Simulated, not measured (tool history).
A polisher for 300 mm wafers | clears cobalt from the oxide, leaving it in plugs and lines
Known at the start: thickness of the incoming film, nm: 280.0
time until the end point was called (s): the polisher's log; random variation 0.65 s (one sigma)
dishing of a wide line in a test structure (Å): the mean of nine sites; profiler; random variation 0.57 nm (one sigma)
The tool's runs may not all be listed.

| run | hour | flow of slurry (ml/min) | pressure of the wafer on the pad (psi) | speed of the pad under the wafer (m/s) | overpolish time after the end point (s) | time until the end point was called (s) | dishing of a wide line in a test structure (Å) |
|---|---|---|---|---|---|---|---|
| 1 | 0.0 | 140 | 2.3 | 0.86 | 22 | 56.906 | 484.66 |
| 2 | 8.6 | 140 | 2.5 | 0.86 | 22 | 52.532 | 499.91 |
| 3 | 12.6 | 140 | 2.6 | 0.86 | 20 | 51.501 | 488.04 |
| 4 | 14.0 | 140 | 2.8 | 0.86 | 18 | 46.595 | 483.92 |
| 5 | 21.8 | 140 | 2.8 | 0.86 | 27 | 48.742 | 531.59 |
| 6 | 26.5 | 140 | 2.4 | 0.86 | 27 | 55.554 | 522.99 |
| 7 | 31.9 | 140 | 2.6 | 0.86 | 24 | 50.661 | 507.54 |
| 8 | 33.9 | 140 | 2.7 | 0.86 | 22 | 49.259 | 514.58 |

Forecast run 9:
| 9 | 40.3 | 140 | 2.8 | 0.86 | 19 | ? | ? |

{"run 9": {"time until the end point was called (s)": 47.404, "dishing of a wide line in a test structure (Å)": 479.08}}
